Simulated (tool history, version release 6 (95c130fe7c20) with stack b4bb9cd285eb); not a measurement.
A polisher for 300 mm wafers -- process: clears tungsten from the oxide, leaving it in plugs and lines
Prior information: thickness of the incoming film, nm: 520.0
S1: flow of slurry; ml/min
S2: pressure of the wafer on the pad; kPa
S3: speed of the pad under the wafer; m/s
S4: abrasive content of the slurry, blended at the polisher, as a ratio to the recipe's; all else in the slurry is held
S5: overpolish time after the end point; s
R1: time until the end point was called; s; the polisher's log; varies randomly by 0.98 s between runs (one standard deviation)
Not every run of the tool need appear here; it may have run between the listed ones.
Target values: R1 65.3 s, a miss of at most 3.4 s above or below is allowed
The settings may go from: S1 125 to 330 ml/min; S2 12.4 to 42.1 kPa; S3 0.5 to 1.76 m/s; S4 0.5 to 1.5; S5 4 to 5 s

run	day	S1	S2	S3	S4	S5	R1
1	0	210	26.9	1.12	1	5	114.75
2	0.038	210	29	1.12	1	5	107.62
3	0.162	210	31	1.14	1	5	99.929
4	0.442	210	33.1	1.16	1	5	92.154
5	0.75	210	30.3	1.16	1	5	101.49
6	0.788	210	32.4	1.18	1	5	93.523
7	0.938	210	33.8	1.2	1	5	89.615
8	1.104	210	35.2	1.22	1	5	82.655
9	1.475	210	36.5	1.22	1	5	83.876

Which one of the following 4 next-run settings gets every result inside its allowed miss? There is exactly one.
A	1.846	230	37.9	1.34	0.95	5	?
B	1.846	200	39.3	1.34	0.95	4	?
C	1.846	170	37.9	1.06	0.95	5	?
D	1.846	185	35.2	1.52	1.3	4	?

move	R1
A	73.379
B	72.553
C	96.391
D	67.475
A: moves toward the targets from the last run without getting all of them in spec
B: moves toward the targets from the last run without getting all of them in spec
C: further off than the last run
D: all results land within tolerance of their targets
Go with D: it meets all targets.
